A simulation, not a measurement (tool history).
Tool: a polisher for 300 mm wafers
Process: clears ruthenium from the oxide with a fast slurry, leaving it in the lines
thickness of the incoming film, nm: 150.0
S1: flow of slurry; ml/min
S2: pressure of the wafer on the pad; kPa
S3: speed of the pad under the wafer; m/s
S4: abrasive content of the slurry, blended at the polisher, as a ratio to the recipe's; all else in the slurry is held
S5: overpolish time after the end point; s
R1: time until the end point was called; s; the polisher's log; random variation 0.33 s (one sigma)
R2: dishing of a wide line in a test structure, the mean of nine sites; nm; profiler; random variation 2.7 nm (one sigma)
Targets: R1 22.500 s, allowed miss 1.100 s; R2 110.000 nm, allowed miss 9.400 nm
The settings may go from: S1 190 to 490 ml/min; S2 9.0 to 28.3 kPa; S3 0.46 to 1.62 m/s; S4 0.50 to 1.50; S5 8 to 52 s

run 1 hour=0.0 | S1=315 S2=18.6 S3=1.04 S4=1.00 S5=26 | R1=39.040 R2=64.877
run 2 hour=0.7 | S1=315 S2=21.4 S3=1.06 S4=1.00 S5=27 | R1=34.293 R2=71.036
run 3 hour=6.3 | S1=315 S2=21.4 S3=1.06 S4=1.15 S5=27 | R1=32.089 R2=76.832
run 4 hour=10.5 | S1=315 S2=22.8 S3=1.08 S4=1.15 S5=28 | R1=29.124 R2=83.705
run 5 hour=12.7 | S1=315 S2=24.1 S3=1.08 S4=1.15 S5=29 | R1=27.970 R2=91.002
run 6 hour=15.6 | S1=315 S2=27.6 S3=1.08 S4=1.15 S5=29 | R1=24.670 R2=89.516
run 7 hour=16.3 | S1=315 S2=27.6 S3=1.10 S4=1.15 S5=30 | R1=24.400 R2=98.348
run 8 hour=25.0 | S1=315 S2=27.6 S3=1.12 S4=1.15 S5=30 | R1=23.786 R2=95.034
run 9 hour=31.1 | S1=315 S2=27.6 S3=1.12 S4=1.15 S5=31 | R1=23.609 R2=99.393
run 10 hour=34.5 | S1=315 S2=27.6 S3=1.12 S4=1.15 S5=32 | R1=23.449 R2=98.373
run 11 hour=43.0 | S1=315 S2=27.6 S3=1.12 S4=1.15 S5=33 | R1=24.157 R2=104.920

5 next moves are on the table. One of them brings every result within its allowed miss. Which?
run A hour=51.5 | S1=350 S2=28.3 S3=1.12 S4=1.20 S5=36 | R1=? R2=?
run B hour=51.5 | S1=330 S2=26.9 S3=1.10 S4=1.00 S5=46 | R1=? R2=?
run C hour=51.5 | S1=350 S2=25.5 S3=1.12 S4=1.10 S5=34 | R1=? R2=?
run D hour=51.5 | S1=270 S2=26.2 S3=0.98 S4=1.10 S5=44 | R1=? R2=?
run E hour=51.5 | S1=245 S2=25.5 S3=0.98 S4=1.40 S5=40 | R1=? R2=?

move=A R1=22.243 R2=108.050
move=B R1=25.211 R2=113.200
move=C R1=25.234 R2=99.520
move=D R1=28.695 R2=105.610
move=E R1=27.755 R2=102.730
A: meets every target
B: further off than the last run
C: further off than the last run
D: further off than the last run
E: further off than the last run
Move A is the one to make.
